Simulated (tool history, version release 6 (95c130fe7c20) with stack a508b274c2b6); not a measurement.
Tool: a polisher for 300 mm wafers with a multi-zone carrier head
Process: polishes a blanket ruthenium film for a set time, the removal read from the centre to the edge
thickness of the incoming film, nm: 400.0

run    day  flow of slurry (ml/min)  pressure of the head's centre zone  pressure of the head's middle zone  pressure of the head's edge zone  polishing time (s)  film removed at the wafer's centre (angstrom)  film removed at mid-radius (angstrom)  film removed at the wafer's edge (angstrom)
  1      0                      190                                   1                                   1                                 1                  88                                         779.04                                 772.27                                       760.59
  2  0.033                      185                                1.01                                   1                              0.98                  88                                          799.1                                 758.87                                       740.72
  3  0.346                      180                                1.01                                   1                              0.97                  88                                         768.17                                 780.12                                       725.28
  4  0.496                      180                                1.01                                   1                              1.05                  88                                         783.83                                 769.15                                       766.54
  5  0.604                      180                                1.01                                   1                              1.05                 105                                          920.6                                 939.14                                       914.35
  6  0.817                      180                                1.01                                   1                              1.05                 124                                         1100.6                                 1078.3                                       1078.4
  7  1.108                      175                                1.01                                0.99                              1.02                 119                                         1053.3                                 1024.7                                       1006.6
  8  1.142                      170                                1.01                                0.98                              0.99                 115                                         1051.1                                 984.19                                       951.79
  9  1.508                      165                                   1                                0.97                              0.97                 111                                         963.72                                 904.09                                       903.72
 10  1.742                      160                                   1                                0.97                              0.95                 108                                         950.61                                 898.18                                       877.74
 11  2.108                      160                                   1                                0.97                              0.93                 105                                         907.99                                 892.93                                       847.07
 12  2.442                      160                                   1                                0.96                              0.92                 102                                         881.31                                 836.25                                       819.02
 13  2.721                      155                                   1                                0.96                              0.91                 100                                         871.07                                 804.94                                       790.89
 14  2.996                      150                                   1                                0.96                               0.9                  99                                         836.83                                 792.91                                          774

The next listed run, before its measurement:
 15  3.146                      145                                1.01                                0.96                              0.89                  98                                              ?                                      ?                                            ?

film removed at the wafer's centre (angstrom): 826.41
film removed at mid-radius (angstrom): 781.33
film removed at the wafer's edge (angstrom): 754.68
